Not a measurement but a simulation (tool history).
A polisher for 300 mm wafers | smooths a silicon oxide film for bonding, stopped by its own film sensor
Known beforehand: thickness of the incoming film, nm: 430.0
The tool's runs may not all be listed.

| run | day | flow of slurry (ml/min) | pressure of the wafer on the pad (psi) | speed of the pad under the wafer (m/s) | abrasive content of the slurry | target thickness at which the film sensor stops the polish (Å) | time until the film sensor stopped the polish (s) |
|---|---|---|---|---|---|---|---|
| 1 | 0.000 | 180 | 2.7 | 1.00 | 1.0 | 3860 | 37.840 |
| 2 | 0.062 | 200 | 2.7 | 1.00 | 1.0 | 3860 | 36.521 |
| 3 | 0.408 | 200 | 3.2 | 1.00 | 1.0 | 3860 | 30.315 |
| 4 | 0.738 | 200 | 3.2 | 1.00 | 1.0 | 3900 | 28.598 |
| 5 | 0.792 | 195 | 3.0 | 1.00 | 1.0 | 3900 | 30.372 |
| 6 | 1.154 | 190 | 2.8 | 1.00 | 1.0 | 3900 | 32.000 |
| 7 | 1.296 | 190 | 2.1 | 0.94 | 1.0 | 3900 | 44.128 |
| 8 | 1.617 | 185 | 2.1 | 0.94 | 1.0 | 3900 | 44.675 |

What does the tool deliver on the next run?
| 9 | 1.808 | 180 | 2.1 | 0.94 | 1.0 | 3900 | ? |

Run 9 gave time until the film sensor stopped the polish (s) 43.877.
